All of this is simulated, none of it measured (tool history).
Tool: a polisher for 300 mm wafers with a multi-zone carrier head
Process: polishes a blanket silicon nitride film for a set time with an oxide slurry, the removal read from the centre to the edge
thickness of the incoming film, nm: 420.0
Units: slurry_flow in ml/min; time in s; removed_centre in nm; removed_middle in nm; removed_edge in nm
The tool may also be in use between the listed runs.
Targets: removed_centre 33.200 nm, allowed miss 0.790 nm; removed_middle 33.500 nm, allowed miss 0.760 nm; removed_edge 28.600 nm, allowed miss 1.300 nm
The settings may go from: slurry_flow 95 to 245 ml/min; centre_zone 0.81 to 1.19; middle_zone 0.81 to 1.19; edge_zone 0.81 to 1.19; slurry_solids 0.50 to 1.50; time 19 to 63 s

| run | hour | slurry_flow | centre_zone | middle_zone | edge_zone | slurry_solids | time | removed_centre | removed_middle | removed_edge |
|---|---|---|---|---|---|---|---|---|---|---|
| 1 | 0.0 | 155 | 1.00 | 1.00 | 1.00 | 1.00 | 41 | 30.465 | 28.946 | 29.441 |
| 2 | 1.4 | 155 | 0.97 | 1.00 | 1.00 | 1.00 | 41 | 29.848 | 28.782 | 28.990 |
| 3 | 8.1 | 155 | 0.97 | 1.00 | 1.00 | 1.15 | 41 | 31.681 | 30.583 | 30.662 |
| 4 | 14.8 | 155 | 0.97 | 1.00 | 1.00 | 1.15 | 48 | 36.331 | 35.857 | 35.385 |
| 5 | 17.9 | 150 | 0.98 | 1.01 | 0.97 | 1.10 | 48 | 35.924 | 35.126 | 34.620 |
| 6 | 26.3 | 155 | 0.99 | 1.03 | 0.94 | 1.05 | 48 | 36.009 | 35.321 | 33.235 |
| 7 | 28.1 | 150 | 0.99 | 1.04 | 0.92 | 1.05 | 48 | 35.671 | 35.617 | 32.003 |
| 8 | 33.6 | 105 | 0.99 | 1.03 | 0.85 | 1.05 | 48 | 32.599 | 32.332 | 30.308 |
| 9 | 39.0 | 110 | 0.99 | 1.04 | 0.84 | 1.05 | 48 | 32.944 | 32.856 | 30.605 |
| 10 | 45.7 | 115 | 0.99 | 1.05 | 0.84 | 1.05 | 48 | 33.425 | 33.483 | 30.215 |

Which of these 4 next moves meets every target?
| A | 52.4 | 95 | 0.94 | 0.99 | 0.87 | 1.10 | 53 | ? | ? | ? |
| B | 52.4 | 120 | 0.97 | 0.98 | 0.84 | 1.10 | 50 | ? | ? | ? |
| C | 52.4 | 95 | 0.96 | 1.03 | 0.91 | 1.50 | 46 | ? | ? | ? |
| D | 52.4 | 125 | 1.01 | 1.07 | 0.81 | 0.95 | 48 | ? | ? | ? |

| move | removed_centre | removed_middle | removed_edge |
|---|---|---|---|
| A | 33.629 | 34.217 | 33.118 |
| B | 35.268 | 34.210 | 32.196 |
| C | 33.183 | 34.226 | 32.687 |
| D | 33.651 | 33.798 | 28.941 |
A: further off than the last run
B: further off than the last run
C: further off than the last run
D: meets every target
Move D is the one to make.
